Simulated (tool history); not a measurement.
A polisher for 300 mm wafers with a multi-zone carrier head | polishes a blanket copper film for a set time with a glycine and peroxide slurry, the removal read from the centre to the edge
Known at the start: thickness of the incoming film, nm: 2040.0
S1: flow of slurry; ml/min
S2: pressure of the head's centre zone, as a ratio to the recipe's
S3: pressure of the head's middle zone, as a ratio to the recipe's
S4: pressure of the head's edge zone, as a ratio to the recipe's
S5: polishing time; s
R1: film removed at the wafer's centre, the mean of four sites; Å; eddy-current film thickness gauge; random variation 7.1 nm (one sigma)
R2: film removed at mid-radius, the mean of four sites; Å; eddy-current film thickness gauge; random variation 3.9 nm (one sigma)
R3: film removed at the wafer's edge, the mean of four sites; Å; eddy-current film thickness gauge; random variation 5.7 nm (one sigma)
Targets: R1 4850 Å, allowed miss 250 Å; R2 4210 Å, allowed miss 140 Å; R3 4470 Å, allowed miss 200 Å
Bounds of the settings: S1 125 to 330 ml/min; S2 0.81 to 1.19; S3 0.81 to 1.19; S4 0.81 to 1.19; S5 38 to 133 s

run,hour,S1,S2,S3,S4,S5,R1,R2,R3
1,0,210,1,1,1,85,3369.3,3375.6,3465.7
2,7.8,210,1.04,1,1,85,3383.8,3388.2,3357
3,8.5,210,1.04,1,1.07,85,3462.8,3397.6,3452
4,14.2,215,1.05,0.99,1.08,89,3632.8,3619.5,3626.5
5,19.1,215,1.07,0.96,1.08,93,3883.5,3619.6,3832.4
6,19.8,215,1.07,0.96,1.08,80,3185.1,3068.6,3222.5
7,24.3,210,1.08,0.96,1.08,85,3545,3278.7,3412.8
8,31,210,1.09,0.96,1.08,89,3746.6,3411,3610.5
9,39.5,210,1.09,0.96,1.08,92,3738.6,3579,3821.8

4 next moves are on the table. One of them brings every result within its allowed miss. Which?
A,48,330,1.19,0.93,1.09,105,?,?,?
B,48,195,1.1,1.16,1.03,100,?,?,?
C,48,260,1.18,1.19,1.09,96,?,?,?
D,48,215,1.1,1.13,1.09,101,?,?,?

move,R1,R2,R3
A,4900.8,4173.6,4492
B,4134.6,4531.3,3972.2
C,4348.8,4600.3,4022.3
D,4234.1,4530.5,4166.7
A: meets every target
B: takes the result that was furthest off past its target
C: takes the result that was furthest off past its target
D: takes the result that was furthest off past its target
The right move is A.

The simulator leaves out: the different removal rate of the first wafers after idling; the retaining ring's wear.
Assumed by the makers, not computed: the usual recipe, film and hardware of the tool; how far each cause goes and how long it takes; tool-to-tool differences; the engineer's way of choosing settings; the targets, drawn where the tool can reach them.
